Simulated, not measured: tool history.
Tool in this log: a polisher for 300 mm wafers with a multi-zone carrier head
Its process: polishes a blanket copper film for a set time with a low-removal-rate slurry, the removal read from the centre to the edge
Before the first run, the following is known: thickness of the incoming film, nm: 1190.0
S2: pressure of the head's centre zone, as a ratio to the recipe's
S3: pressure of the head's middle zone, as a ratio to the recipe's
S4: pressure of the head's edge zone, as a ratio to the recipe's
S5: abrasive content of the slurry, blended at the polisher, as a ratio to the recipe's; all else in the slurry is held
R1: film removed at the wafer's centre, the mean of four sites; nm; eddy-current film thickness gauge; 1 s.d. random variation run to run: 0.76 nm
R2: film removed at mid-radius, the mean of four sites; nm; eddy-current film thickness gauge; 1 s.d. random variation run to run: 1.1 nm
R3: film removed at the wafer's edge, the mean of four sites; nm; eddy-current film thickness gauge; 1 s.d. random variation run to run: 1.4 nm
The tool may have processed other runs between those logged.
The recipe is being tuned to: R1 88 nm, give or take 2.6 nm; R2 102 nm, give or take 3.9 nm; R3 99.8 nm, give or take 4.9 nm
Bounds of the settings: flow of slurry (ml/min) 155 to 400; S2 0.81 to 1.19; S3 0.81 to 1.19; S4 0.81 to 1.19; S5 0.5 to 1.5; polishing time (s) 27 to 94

Run 1, hour 0: flow of slurry (ml/min) 255, S2 1, S3 1, S4 1, S5 1, polishing time (s) 60. Result: R1 179.21 nm, R2 178.38 nm, R3 179.45 nm.
Run 2, hour 5.3: flow of slurry (ml/min) 305, S2 1, S3 1, S4 1, S5 1, polishing time (s) 60. Result: R1 182.55 nm, R2 184.66 nm, R3 182.82 nm.
Run 3, hour 9.2: flow of slurry (ml/min) 305, S2 1, S3 1, S4 1, S5 1, polishing time (s) 65. Result: R1 200.39 nm, R2 199.21 nm, R3 201.95 nm.
Run 4, hour 10.4: flow of slurry (ml/min) 290, S2 0.95, S3 0.98, S4 0.98, S5 0.85, polishing time (s) 57. Result: R1 156.3 nm, R2 159 nm, R3 157.71 nm.
Run 5, hour 18.4: flow of slurry (ml/min) 290, S2 0.95, S3 0.98, S4 0.98, S5 0.85, polishing time (s) 47. Result: R1 129.72 nm, R2 132.16 nm, R3 135.51 nm.
Run 6, hour 25.5: flow of slurry (ml/min) 340, S2 0.95, S3 0.98, S4 0.98, S5 0.85, polishing time (s) 47. Result: R1 131.85 nm, R2 133.51 nm, R3 134.59 nm.
Run 7, hour 27.9: flow of slurry (ml/min) 335, S2 0.91, S3 0.99, S4 0.98, S5 0.75, polishing time (s) 45. Result: R1 115.04 nm, R2 121.07 nm, R3 123.51 nm.
Run 8, hour 35.7: flow of slurry (ml/min) 265, S2 0.81, S3 1, S4 0.88, S5 0.5, polishing time (s) 44. Result: R1 81.657 nm, R2 100.5 nm, R3 93.854 nm.
Run 9, hour 43.5: flow of slurry (ml/min) 275, S2 0.82, S3 0.99, S4 0.89, S5 0.5, polishing time (s) 44. Result: R1 83.519 nm, R2 99.647 nm, R3 94.518 nm.
Run 10, hour 50.4: flow of slurry (ml/min) 285, S2 0.82, S3 0.99, S4 0.9, S5 0.5, polishing time (s) 44. Result: R1 83.584 nm, R2 98.111 nm, R3 96.413 nm.
Run 11, hour 51.8: flow of slurry (ml/min) 290, S2 0.83, S3 1, S4 0.91, S5 0.5, polishing time (s) 44. Result: R1 84.62 nm, R2 102.31 nm, R3 96.021 nm.
Run 12, hour 55: flow of slurry (ml/min) 295, S2 0.85, S3 0.96, S4 0.95, S5 0.6, polishing time (s) 44. Result: R1 94.965 nm, R2 106.24 nm, R3 108.79 nm.
Run 13, hour 57.3: flow of slurry (ml/min) 295, S2 0.84, S3 0.96, S4 0.93, S5 0.6, polishing time (s) 44. Result: R1 93.027 nm, R2 108.12 nm, R3 105.44 nm.
Run 14, hour 58.8: flow of slurry (ml/min) 285, S2 0.84, S3 0.96, S4 0.93, S5 0.6, polishing time (s) 44. Result: R1 94.37 nm, R2 106.31 nm, R3 104.66 nm.
Run 15, hour 62: flow of slurry (ml/min) 285, S2 0.83, S3 0.96, S4 0.93, S5 0.6, polishing time (s) 44. Result: R1 92.317 nm, R2 106.12 nm, R3 106.35 nm.
Run 16, hour 68.7: flow of slurry (ml/min) 285, S2 0.83, S3 0.96, S4 0.92, S5 0.6, polishing time (s) 44. Result: R1 92.142 nm, R2 105.67 nm, R3 106.38 nm.
Run 17, hour 69.9: flow of slurry (ml/min) 285, S2 0.83, S3 0.96, S4 0.9, S5 0.6, polishing time (s) 44. Result: R1 92.363 nm, R2 106.03 nm, R3 103.79 nm.
Run 18, hour 78.2: flow of slurry (ml/min) 280, S2 0.83, S3 0.96, S4 0.9, S5 0.6, polishing time (s) 44. Result: R1 92.584 nm, R2 106.89 nm, R3 108.99 nm.
Run 19, hour 83.4: flow of slurry (ml/min) 280, S2 0.83, S3 0.96, S4 0.91, S5 0.6, polishing time (s) 44. Result: R1 91.364 nm, R2 105.1 nm, R3 106.53 nm.

Exercise: of the 5 proposed moves below, exactly one satisfies all targets within the stated allowed misses. Which move is it?
Run A, hour 88.6: flow of slurry (ml/min) 320, S2 0.83, S3 0.82, S4 0.83, S5 0.7, polishing time (s) 42. Result: R1 ?, R2 ?, R3 ?.
Run B, hour 88.6: flow of slurry (ml/min) 280, S2 0.83, S3 0.96, S4 0.9, S5 0.65, polishing time (s) 41. Result: R1 ?, R2 ?, R3 ?.
Run C, hour 88.6: flow of slurry (ml/min) 220, S2 0.88, S3 0.9, S4 1, S5 0.65, polishing time (s) 43. Result: R1 ?, R2 ?, R3 ?.
Run D, hour 88.6: flow of slurry (ml/min) 215, S2 0.83, S3 1.12, S4 0.81, S5 0.5, polishing time (s) 46. Result: R1 ?, R2 ?, R3 ?.
Run E, hour 88.6: flow of slurry (ml/min) 280, S2 0.91, S3 0.92, S4 0.91, S5 0.6, polishing time (s) 43. Result: R1 ?, R2 ?, R3 ?.

move      R1      R2      R3
   A  94.527  97.046  103.04
   B   88.39  103.44  99.854
   C  94.926  99.584   107.2
   D  84.883  113.56  92.639
   E  98.417  101.27  101.89
A: puts the biggest miss on target and leaves a different result outside tolerance
B: meets every target
C: the biggest miss grows against the last run
D: takes the biggest miss from the last run beyond its target
E: puts the biggest miss on target and leaves a different result outside tolerance
Answer: B
